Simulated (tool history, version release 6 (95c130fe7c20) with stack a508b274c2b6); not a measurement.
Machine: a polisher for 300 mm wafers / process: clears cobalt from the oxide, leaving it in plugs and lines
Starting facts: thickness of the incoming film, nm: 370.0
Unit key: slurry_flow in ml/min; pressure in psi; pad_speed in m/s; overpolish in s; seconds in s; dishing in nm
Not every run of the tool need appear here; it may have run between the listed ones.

run 1 hour=0.0 | slurry_flow=290 pressure=1.7 pad_speed=1.02 overpolish=23 | seconds=95.593 dishing=30.930
run 2 hour=6.4 | slurry_flow=285 pressure=1.7 pad_speed=1.02 overpolish=21 | seconds=95.094 dishing=29.625
run 3 hour=8.4 | slurry_flow=275 pressure=1.7 pad_speed=1.02 overpolish=20 | seconds=96.648 dishing=29.110
run 4 hour=15.7 | slurry_flow=265 pressure=1.7 pad_speed=1.02 overpolish=19 | seconds=98.270 dishing=29.188
run 5 hour=17.0 | slurry_flow=255 pressure=1.7 pad_speed=1.02 overpolish=18 | seconds=97.835 dishing=28.863
run 6 hour=25.3 | slurry_flow=255 pressure=1.7 pad_speed=1.16 overpolish=18 | seconds=86.688 dishing=29.687
run 7 hour=28.6 | slurry_flow=245 pressure=1.8 pad_speed=1.08 overpolish=17 | seconds=85.019 dishing=29.036
run 8 hour=30.5 | slurry_flow=240 pressure=1.9 pad_speed=1.02 overpolish=16 | seconds=86.499 dishing=28.595
run 9 hour=33.3 | slurry_flow=235 pressure=2.0 pad_speed=0.96 overpolish=15 | seconds=87.619 dishing=28.655
run 10 hour=35.2 | slurry_flow=235 pressure=2.0 pad_speed=0.96 overpolish=15 | seconds=87.852 dishing=28.654
run 11 hour=39.9 | slurry_flow=230 pressure=1.9 pad_speed=1.00 overpolish=14 | seconds=87.131 dishing=27.722
run 12 hour=45.5 | slurry_flow=225 pressure=1.8 pad_speed=1.04 overpolish=13 | seconds=90.639 dishing=26.782
run 13 hour=53.6 | slurry_flow=220 pressure=1.7 pad_speed=1.08 overpolish=12 | seconds=93.395 dishing=25.371
run 14 hour=59.7 | slurry_flow=215 pressure=1.6 pad_speed=1.14 overpolish=11 | seconds=93.869 dishing=25.034

Run 15 is up next; what results do you expect?
run 15 hour=65.9 | slurry_flow=210 pressure=1.5 pad_speed=1.18 overpolish=11 | seconds=? dishing=?

{"run 15": {"seconds": 95.741, "dishing": 24.667}}
